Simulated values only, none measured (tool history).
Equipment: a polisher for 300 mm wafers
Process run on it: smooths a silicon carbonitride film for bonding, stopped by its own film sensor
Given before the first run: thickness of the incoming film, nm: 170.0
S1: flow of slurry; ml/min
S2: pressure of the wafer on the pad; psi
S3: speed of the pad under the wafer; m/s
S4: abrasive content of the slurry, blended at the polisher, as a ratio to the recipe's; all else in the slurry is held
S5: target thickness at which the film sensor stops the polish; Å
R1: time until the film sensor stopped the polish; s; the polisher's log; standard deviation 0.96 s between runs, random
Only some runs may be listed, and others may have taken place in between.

run,hour,S1,S2,S3,S4,S5,R1
1,0,300,2.4,1.08,1,1340,127.76
2,6.6,300,2.4,1.08,1,1340,127.47
3,14.2,300,2.7,1.1,1,1340,115.14
4,19.9,300,3,1.12,1,1340,100.2
5,26.3,370,3,1.12,1,1340,101.01
6,34.2,370,3.2,1.12,1,1340,92.961
7,42,370,3.3,1.12,1,1340,90.869

What does the tool deliver on the next run?
8,50.3,370,3.4,1.12,1,1340,?

R1: 88.068 s

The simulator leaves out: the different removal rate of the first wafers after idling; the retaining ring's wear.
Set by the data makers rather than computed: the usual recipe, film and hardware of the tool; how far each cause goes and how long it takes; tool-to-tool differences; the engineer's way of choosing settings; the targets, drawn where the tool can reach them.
